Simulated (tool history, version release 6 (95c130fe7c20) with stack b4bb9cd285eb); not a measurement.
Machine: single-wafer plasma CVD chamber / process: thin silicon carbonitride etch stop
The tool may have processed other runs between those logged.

run	hour	RF power (kW)	deposition time (s)	mean film thickness on the monitor wafer (Å)
1	0	0.25	19	108.14
2	6.7	0.235	18	99.83
3	10.1	0.22	17.4	94.806
4	18.8	0.21	16.9	90.68
5	20.5	0.2	16.6	87.91
6	22.6	0.195	16.4	85.767
7	27.9	0.19	16.2	84.084

Run 8 is up next; what results do you expect?
8	31.5	0.185	16.1	?

{"run 8": {"mean film thickness on the monitor wafer (Å)": 83.169}}
